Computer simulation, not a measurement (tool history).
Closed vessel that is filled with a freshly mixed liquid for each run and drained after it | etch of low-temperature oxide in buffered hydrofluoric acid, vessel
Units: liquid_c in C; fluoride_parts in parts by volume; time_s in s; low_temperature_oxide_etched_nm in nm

run  hour  liquid_c  fluoride_parts  time_s  low_temperature_oxide_etched_nm
  1     0        20            13.5      95                           263.05
  2   3.9        20              11      95                           325.18
  3   6.4      19.5              12      95                           292.21
  4    12        19            12.5      95                           272.24
  5  15.5        17            12.5      95                           242.55
  6  20.7        17            12.5     100                           258.36
  7  26.2        17              13     100                           250.62
  8  29.6        17            13.5     100                           236.33
  9  37.7        17              14     100                           231.14
 10  44.4        17            14.5     100                           225.14

Forecast run 11:
 11  52.1        17              15     100                                ?

{"run 11": {"low_temperature_oxide_etched_nm": 214.17}}

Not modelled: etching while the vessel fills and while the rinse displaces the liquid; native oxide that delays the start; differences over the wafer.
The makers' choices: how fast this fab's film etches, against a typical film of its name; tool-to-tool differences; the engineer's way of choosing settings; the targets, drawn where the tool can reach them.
